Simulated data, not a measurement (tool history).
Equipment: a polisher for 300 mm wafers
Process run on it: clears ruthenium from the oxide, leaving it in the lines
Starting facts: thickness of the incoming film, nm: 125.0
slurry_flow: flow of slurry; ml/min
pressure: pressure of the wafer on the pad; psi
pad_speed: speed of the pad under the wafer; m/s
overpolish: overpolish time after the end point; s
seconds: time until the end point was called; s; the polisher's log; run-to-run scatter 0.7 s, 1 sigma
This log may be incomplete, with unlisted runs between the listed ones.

| run | hour | slurry_flow | pressure | pad_speed | overpolish | seconds |
|---|---|---|---|---|---|---|
| 1 | 0.0 | 280 | 2.7 | 0.88 | 4 | 90.153 |
| 2 | 2.2 | 280 | 2.8 | 0.88 | 4 | 86.074 |
| 3 | 7.6 | 280 | 2.8 | 0.70 | 4 | 98.792 |
| 4 | 14.2 | 280 | 2.8 | 0.70 | 4 | 98.462 |
| 5 | 14.8 | 215 | 2.8 | 0.70 | 4 | 100.840 |
| 6 | 21.1 | 215 | 2.8 | 0.70 | 4 | 100.960 |
| 7 | 26.0 | 215 | 3.0 | 0.70 | 4 | 95.811 |
| 8 | 33.9 | 220 | 3.2 | 0.70 | 4 | 90.070 |
| 9 | 35.7 | 220 | 3.4 | 0.70 | 4 | 87.210 |
| 10 | 39.3 | 220 | 3.5 | 0.70 | 4 | 83.528 |

The next listed run, before its measurement:
| 11 | 44.6 | 220 | 3.5 | 0.70 | 4 | ? |

{"run 11": {"seconds": 84.164}}

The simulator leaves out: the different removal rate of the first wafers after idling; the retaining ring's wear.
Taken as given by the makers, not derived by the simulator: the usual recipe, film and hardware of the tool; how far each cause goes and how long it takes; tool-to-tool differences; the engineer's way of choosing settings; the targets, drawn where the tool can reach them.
